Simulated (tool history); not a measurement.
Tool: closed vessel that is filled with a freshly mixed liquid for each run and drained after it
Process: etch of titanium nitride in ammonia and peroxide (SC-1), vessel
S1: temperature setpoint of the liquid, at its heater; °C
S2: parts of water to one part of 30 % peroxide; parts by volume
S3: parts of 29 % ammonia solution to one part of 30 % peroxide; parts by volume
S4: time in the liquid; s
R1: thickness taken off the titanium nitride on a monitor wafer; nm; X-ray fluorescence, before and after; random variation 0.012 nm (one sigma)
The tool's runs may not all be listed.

run 1 day=0.000 | S1=57.0 S2=7.0 S3=0.45 S4=30 | R1=3.5279
run 2 day=0.225 | S1=57.0 S2=7.0 S3=0.50 S4=30 | R1=3.6081
run 3 day=0.438 | S1=55.0 S2=7.0 S3=0.50 S4=30 | R1=3.1554
run 4 day=0.533 | S1=55.0 S2=7.0 S3=0.40 S4=30 | R1=3.0073
run 5 day=0.925 | S1=54.0 S2=7.0 S3=0.40 S4=30 | R1=2.8238
run 6 day=1.229 | S1=47.5 S2=7.0 S3=0.40 S4=30 | R1=1.7987
run 7 day=1.267 | S1=52.5 S2=7.0 S3=0.40 S4=30 | R1=2.5548

The next listed run, before its measurement:
run 8 day=1.471 | S1=52.0 S2=7.0 S3=0.40 S4=30 | R1=?

R1: 2.4785 nm

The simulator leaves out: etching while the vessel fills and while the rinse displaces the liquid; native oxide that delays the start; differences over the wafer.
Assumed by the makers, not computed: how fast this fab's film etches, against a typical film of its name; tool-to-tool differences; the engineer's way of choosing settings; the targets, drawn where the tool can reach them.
